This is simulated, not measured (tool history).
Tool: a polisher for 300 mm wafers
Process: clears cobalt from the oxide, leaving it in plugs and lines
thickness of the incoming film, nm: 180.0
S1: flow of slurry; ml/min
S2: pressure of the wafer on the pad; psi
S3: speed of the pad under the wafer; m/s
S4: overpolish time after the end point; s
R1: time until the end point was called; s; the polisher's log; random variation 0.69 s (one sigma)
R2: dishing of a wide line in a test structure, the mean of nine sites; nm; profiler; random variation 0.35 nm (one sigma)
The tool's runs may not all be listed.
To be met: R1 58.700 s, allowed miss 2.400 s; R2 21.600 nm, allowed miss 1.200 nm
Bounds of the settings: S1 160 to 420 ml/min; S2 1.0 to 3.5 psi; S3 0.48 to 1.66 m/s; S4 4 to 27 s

run	hour	S1	S2	S3	S4	R1	R2
1	0.0	270	2.2	1.06	14	35.287	42.059
2	1.4	270	1.9	1.04	12	41.346	34.379
3	9.6	270	1.9	1.04	8	40.509	25.479
4	13.7	245	1.9	1.04	8	41.410	25.507
5	19.2	180	1.9	1.04	8	42.387	24.657
6	26.7	180	1.7	1.04	8	47.036	23.187
7	35.0	180	1.6	1.04	8	51.059	22.295
8	40.7	180	1.3	1.04	9	61.824	20.765

4 next moves are on the table. One of them brings every result within its allowed miss. Which?
A	46.4	195	1.2	1.08	10	?	?
B	46.4	215	1.4	0.86	12	?	?
C	46.4	165	1.4	0.90	12	?	?
D	46.4	185	1.6	0.84	9	?	?

move	R1	R2
A	64.594	21.550
B	64.906	24.777
C	65.684	24.547
D	59.447	21.158
A: further off than the last run
B: further off than the last run
C: further off than the last run
D: meets every target
Answer: D
